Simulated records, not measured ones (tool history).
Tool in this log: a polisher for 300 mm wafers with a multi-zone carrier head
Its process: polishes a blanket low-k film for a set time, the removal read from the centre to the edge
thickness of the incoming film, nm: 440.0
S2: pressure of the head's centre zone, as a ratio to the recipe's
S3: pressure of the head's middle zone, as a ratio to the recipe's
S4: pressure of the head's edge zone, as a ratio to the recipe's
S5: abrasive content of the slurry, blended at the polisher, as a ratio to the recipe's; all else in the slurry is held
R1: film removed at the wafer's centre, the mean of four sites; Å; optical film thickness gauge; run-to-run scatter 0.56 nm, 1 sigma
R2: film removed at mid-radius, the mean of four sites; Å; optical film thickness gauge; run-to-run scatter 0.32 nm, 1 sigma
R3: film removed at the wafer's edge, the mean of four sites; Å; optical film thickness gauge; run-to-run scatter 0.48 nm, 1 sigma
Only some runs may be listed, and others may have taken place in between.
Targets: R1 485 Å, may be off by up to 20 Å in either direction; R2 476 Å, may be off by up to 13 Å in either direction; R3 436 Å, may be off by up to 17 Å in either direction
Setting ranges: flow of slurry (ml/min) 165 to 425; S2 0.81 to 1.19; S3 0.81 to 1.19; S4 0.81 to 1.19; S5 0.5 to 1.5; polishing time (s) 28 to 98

run 1 day=0 | flow_of_slurry_(ml/min)=275 S2=1 S3=1 S4=1 S5=1 polishing_time_(s)=63 | R1=322.49 R2=309.41 R3=313.33
run 2 day=0.212 | flow_of_slurry_(ml/min)=275 S2=0.93 S3=1 S4=1 S5=1 polishing_time_(s)=63 | R1=289.71 R2=309.6 R3=319.04
run 3 day=0.35 | flow_of_slurry_(ml/min)=275 S2=0.93 S3=0.93 S4=1 S5=1 polishing_time_(s)=63 | R1=301.34 R2=288.58 R3=312.93
run 4 day=0.6 | flow_of_slurry_(ml/min)=275 S2=0.93 S3=0.93 S4=1 S5=1.15 polishing_time_(s)=63 | R1=309.86 R2=306.26 R3=327.38
run 5 day=0.904 | flow_of_slurry_(ml/min)=275 S2=0.85 S3=0.93 S4=1 S5=1.15 polishing_time_(s)=63 | R1=283.42 R2=301.84 R3=331.41
run 6 day=0.958 | flow_of_slurry_(ml/min)=275 S2=0.85 S3=0.93 S4=1 S5=1.35 polishing_time_(s)=63 | R1=299.39 R2=322.71 R3=349.4
run 7 day=1.117 | flow_of_slurry_(ml/min)=285 S2=0.93 S3=0.98 S4=1.03 S5=1.4 polishing_time_(s)=65 | R1=340.17 R2=353.77 R3=364.5
run 8 day=1.446 | flow_of_slurry_(ml/min)=285 S2=0.98 S3=1.01 S4=1.04 S5=1.45 polishing_time_(s)=68 | R1=378.58 R2=378.53 R3=386.15
run 9 day=1.792 | flow_of_slurry_(ml/min)=295 S2=1.02 S3=1.05 S4=1.04 S5=1.45 polishing_time_(s)=70 | R1=413.99 R2=406.21 R3=397.75
run 10 day=1.817 | flow_of_slurry_(ml/min)=305 S2=1.04 S3=1.08 S4=1.05 S5=1.45 polishing_time_(s)=71 | R1=425.05 R2=425.54 R3=410.89
run 11 day=2.1 | flow_of_slurry_(ml/min)=315 S2=1.06 S3=1.1 S4=1.05 S5=1.45 polishing_time_(s)=72 | R1=448.81 R2=441.36 R3=417.36
run 12 day=2.204 | flow_of_slurry_(ml/min)=325 S2=1.07 S3=1.11 S4=1.06 S5=1.45 polishing_time_(s)=72 | R1=448.76 R2=442.71 R3=415.48
run 13 day=2.554 | flow_of_slurry_(ml/min)=325 S2=1.08 S3=1.12 S4=1.07 S5=1.45 polishing_time_(s)=73 | R1=457.89 R2=453.46 R3=431.97
run 14 day=2.867 | flow_of_slurry_(ml/min)=330 S2=1.09 S3=1.13 S4=1.07 S5=1.45 polishing_time_(s)=73 | R1=461.53 R2=456.17 R3=432.69
run 15 day=2.942 | flow_of_slurry_(ml/min)=335 S2=1.1 S3=1.14 S4=1.07 S5=1.45 polishing_time_(s)=73 | R1=471.9 R2=461.65 R3=428.37

Of the 5 settings listed for the next run, only one would bring every result within its allowed miss of target. Which one?
run A day=3.017 | flow_of_slurry_(ml/min)=425 S2=1.11 S3=1.14 S4=1.06 S5=1.5 polishing_time_(s)=73 | R1=? R2=? R3=?
run B day=3.017 | flow_of_slurry_(ml/min)=330 S2=1.11 S3=1.11 S4=1.05 S5=1.45 polishing_time_(s)=74 | R1=? R2=? R3=?
run C day=3.017 | flow_of_slurry_(ml/min)=310 S2=1.1 S3=1.08 S4=1.16 S5=1.5 polishing_time_(s)=76 | R1=? R2=? R3=?
run D day=3.017 | flow_of_slurry_(ml/min)=310 S2=1.1 S3=1.04 S4=1.16 S5=1.35 polishing_time_(s)=78 | R1=? R2=? R3=?
run E day=3.017 | flow_of_slurry_(ml/min)=360 S2=1.12 S3=1.08 S4=1.09 S5=1.45 polishing_time_(s)=74 | R1=? R2=? R3=?

move=A R1=494.66 R2=472.05 R3=436.97
move=B R1=484.99 R2=453.35 R3=429.7
move=C R1=495.22 R2=456.65 R3=465.42
move=D R1=491.99 R2=439.45 R3=462.77
move=E R1=493.53 R2=446.29 R3=440.09
A: every result within its allowed miss
B: the biggest miss grows against the last run
C: the biggest miss grows against the last run
D: the biggest miss grows against the last run
E: the biggest miss grows against the last run
Correct choice: A, which meets every target
